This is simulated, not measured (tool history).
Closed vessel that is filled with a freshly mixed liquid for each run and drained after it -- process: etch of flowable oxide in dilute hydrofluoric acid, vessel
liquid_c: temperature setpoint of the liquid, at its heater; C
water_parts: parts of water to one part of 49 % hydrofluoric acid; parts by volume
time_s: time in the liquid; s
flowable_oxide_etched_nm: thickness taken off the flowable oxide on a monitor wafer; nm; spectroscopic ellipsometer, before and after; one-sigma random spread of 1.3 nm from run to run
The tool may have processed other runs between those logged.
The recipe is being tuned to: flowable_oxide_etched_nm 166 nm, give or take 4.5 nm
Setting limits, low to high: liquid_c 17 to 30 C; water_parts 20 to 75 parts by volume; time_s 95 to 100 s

{"run": 1, "day": 0.0, "liquid_c": 22, "water_parts": 45, "time_s": 95, "flowable_oxide_etched_nm": 64.08}
{"run": 2, "day": 0.375, "liquid_c": 22, "water_parts": 40, "time_s": 95, "flowable_oxide_etched_nm": 72.298}
{"run": 3, "day": 0.55, "liquid_c": 23, "water_parts": 40, "time_s": 95, "flowable_oxide_etched_nm": 75.433}
{"run": 4, "day": 0.912, "liquid_c": 23, "water_parts": 35, "time_s": 95, "flowable_oxide_etched_nm": 86.614}
{"run": 5, "day": 1.129, "liquid_c": 23.5, "water_parts": 35, "time_s": 95, "flowable_oxide_etched_nm": 88.844}
{"run": 6, "day": 1.408, "liquid_c": 24, "water_parts": 35, "time_s": 95, "flowable_oxide_etched_nm": 90.647}
{"run": 7, "day": 1.55, "liquid_c": 28, "water_parts": 20, "time_s": 95, "flowable_oxide_etched_nm": 193.12}
{"run": 8, "day": 1.912, "liquid_c": 27, "water_parts": 20, "time_s": 95, "flowable_oxide_etched_nm": 181.61}
{"run": 9, "day": 1.996, "liquid_c": 26, "water_parts": 20, "time_s": 95, "flowable_oxide_etched_nm": 177.31}

Of the 5 settings listed for the next run, only one would bring every result within its allowed miss of target. Which one?
{"run": "A", "day": 2.079, "liquid_c": 28.5, "water_parts": 20, "time_s": 95, "flowable_oxide_etched_nm": "?"}
{"run": "B", "day": 2.079, "liquid_c": 24.5, "water_parts": 20, "time_s": 95, "flowable_oxide_etched_nm": "?"}
{"run": "C", "day": 2.079, "liquid_c": 24.5, "water_parts": 20, "time_s": 100, "flowable_oxide_etched_nm": "?"}
{"run": "D", "day": 2.079, "liquid_c": 25.5, "water_parts": 20, "time_s": 100, "flowable_oxide_etched_nm": "?"}
{"run": "E", "day": 2.079, "liquid_c": 27, "water_parts": 20, "time_s": 95, "flowable_oxide_etched_nm": "?"}

move=A flowable_oxide_etched_nm=196.84
move=B flowable_oxide_etched_nm=166.41
move=C flowable_oxide_etched_nm=175.16
move=D flowable_oxide_etched_nm=182.76
move=E flowable_oxide_etched_nm=184.93
A: further off than the last run
B: every result within its allowed miss
C: an improvement on the last run, though not all results are within tolerance
D: further off than the last run
E: further off than the last run
B is the move that brings every result within its allowed miss.
